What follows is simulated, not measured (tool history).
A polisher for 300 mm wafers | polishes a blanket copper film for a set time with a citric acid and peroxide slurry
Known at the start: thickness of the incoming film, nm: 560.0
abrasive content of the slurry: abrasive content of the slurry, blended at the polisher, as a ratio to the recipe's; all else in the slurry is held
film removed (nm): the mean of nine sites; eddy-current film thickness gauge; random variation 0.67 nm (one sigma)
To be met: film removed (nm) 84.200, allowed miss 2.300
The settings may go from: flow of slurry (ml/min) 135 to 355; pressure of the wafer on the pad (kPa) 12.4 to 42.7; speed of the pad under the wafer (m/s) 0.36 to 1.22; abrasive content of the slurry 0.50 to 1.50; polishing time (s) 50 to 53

run  hour  flow of slurry (ml/min)  pressure of the wafer on the pad (kPa)  speed of the pad under the wafer (m/s)  abrasive content of the slurry  polishing time (s)  film removed (nm)
  1   0.0                      225                                    27.6                                    0.78                            1.00                  50             95.681
  2   4.1                      225                                    27.6                                    0.78                            1.15                  50             97.851
  3  12.6                      225                                    26.9                                    0.78                            1.15                  50             96.900
  4  13.7                      225                                    32.4                                    0.78                            1.15                  50            111.170
  5  16.2                      225                                    32.4                                    0.78                            1.15                  53            119.250
  6  17.6                      225                                    32.4                                    0.78                            1.15                  53            118.470
  7  22.5                      225                                    30.3                                    0.78                            1.15                  53            111.850
  8  29.1                      225                                    29.0                                    0.78                            1.15                  53            109.350
  9  37.5                      225                                    29.0                                    0.78                            1.15                  53            109.960
 10  41.7                      225                                    27.6                                    0.78                            1.15                  53            104.480

Which of these 4 next moves meets every target?
  A  45.9                      165                                    30.3                                    0.86                            1.30                  53                  ?
  B  45.9                      240                                    30.3                                    0.88                            1.10                  53                  ?
  C  45.9                      215                                    31.7                                    0.60                            1.15                  50                  ?
  D  45.9                      225                                    33.1                                    0.84                            1.15                  53                  ?

move  film removed (nm)
   A            120.900
   B            125.920
   C             84.362
   D            128.660
A: further off than the last run
B: further off than the last run
C: meets every target
D: further off than the last run
Move C is the one to make.
